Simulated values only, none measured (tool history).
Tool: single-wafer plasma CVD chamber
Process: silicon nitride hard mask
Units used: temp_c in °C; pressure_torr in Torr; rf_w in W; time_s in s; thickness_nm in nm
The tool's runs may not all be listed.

run	hour	temp_c	pressure_torr	rf_w	time_s	thickness_nm
1	0.0	420	1.07	325	19.0	18.525
2	2.7	424	1.07	325	19.0	18.752
3	3.7	420	1.07	325	19.0	18.827
4	5.8	420	1.02	320	19.0	17.888
5	12.8	420	0.84	320	19.0	16.636
6	19.7	420	0.82	320	19.0	16.503
7	21.5	420	0.80	320	19.0	16.139

Estimate the outcome of run 8 from the log above:
8	28.3	420	0.79	320	19.0	?

For run 8 the tool returned thickness_nm 16.077 nm.
